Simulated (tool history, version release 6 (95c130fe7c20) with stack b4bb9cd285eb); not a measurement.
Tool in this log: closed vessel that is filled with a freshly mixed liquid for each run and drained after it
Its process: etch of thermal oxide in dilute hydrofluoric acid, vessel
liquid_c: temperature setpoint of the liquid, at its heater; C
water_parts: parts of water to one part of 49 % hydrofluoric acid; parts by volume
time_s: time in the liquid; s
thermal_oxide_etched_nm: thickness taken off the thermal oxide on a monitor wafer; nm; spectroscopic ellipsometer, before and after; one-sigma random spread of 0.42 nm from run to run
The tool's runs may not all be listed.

run  hour  liquid_c  water_parts  time_s  thermal_oxide_etched_nm
  1     0        22          140    1685                   51.556
  2   8.2        22          160    1685                   43.625
  3  10.6        24          160    1685                   47.874
  4  13.7      25.5          160    1685                   50.441
  5  22.9      22.5          160    1685                   44.163
  6  25.9      24.5          160    1685                   48.616
  7  29.3        26          160    1685                   51.282
  8  35.2        27          160    1685                   52.971
  9  43.8        28          160    1685                   55.389
 10  48.6      28.5          160    1685                   56.747

Run 11 has not been measured yet. What should we expect?
 11  57.4        29          160    1685                        ?

Logged for run 11: thermal_oxide_etched_nm 57.236 nm.

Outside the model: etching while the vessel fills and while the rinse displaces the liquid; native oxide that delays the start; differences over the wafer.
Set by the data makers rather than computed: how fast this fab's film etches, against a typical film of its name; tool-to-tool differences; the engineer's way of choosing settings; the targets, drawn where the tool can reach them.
